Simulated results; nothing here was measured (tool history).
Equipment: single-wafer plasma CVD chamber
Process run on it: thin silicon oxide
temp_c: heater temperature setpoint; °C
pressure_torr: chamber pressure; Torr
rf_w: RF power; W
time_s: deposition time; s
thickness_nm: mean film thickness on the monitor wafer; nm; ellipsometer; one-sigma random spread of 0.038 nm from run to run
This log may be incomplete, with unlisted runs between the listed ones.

run 1 hour=0 | temp_c=420 pressure_torr=0.842 rf_w=315 time_s=7.95 | thickness_nm=14.609
run 2 hour=4.4 | temp_c=420 pressure_torr=0.842 rf_w=315 time_s=8.21 | thickness_nm=15.182
run 3 hour=6.8 | temp_c=429 pressure_torr=0.842 rf_w=315 time_s=8.21 | thickness_nm=15.037
run 4 hour=14.7 | temp_c=429 pressure_torr=0.906 rf_w=315 time_s=8.21 | thickness_nm=16.074
run 5 hour=18.8 | temp_c=429 pressure_torr=0.838 rf_w=310 time_s=8.2 | thickness_nm=14.797
run 6 hour=22.5 | temp_c=429 pressure_torr=0.786 rf_w=310 time_s=8.19 | thickness_nm=13.96
run 7 hour=26 | temp_c=429 pressure_torr=0.744 rf_w=310 time_s=8.19 | thickness_nm=13.243
run 8 hour=33.8 | temp_c=429 pressure_torr=0.712 rf_w=310 time_s=8.19 | thickness_nm=12.625
run 9 hour=42.1 | temp_c=429 pressure_torr=0.564 rf_w=305 time_s=8.17 | thickness_nm=9.8056

Expected results for the next run?
run 10 hour=48.1 | temp_c=429 pressure_torr=0.564 rf_w=305 time_s=8.17 | thickness_nm=?

Run 10 came out at thickness_nm 9.7629 nm.
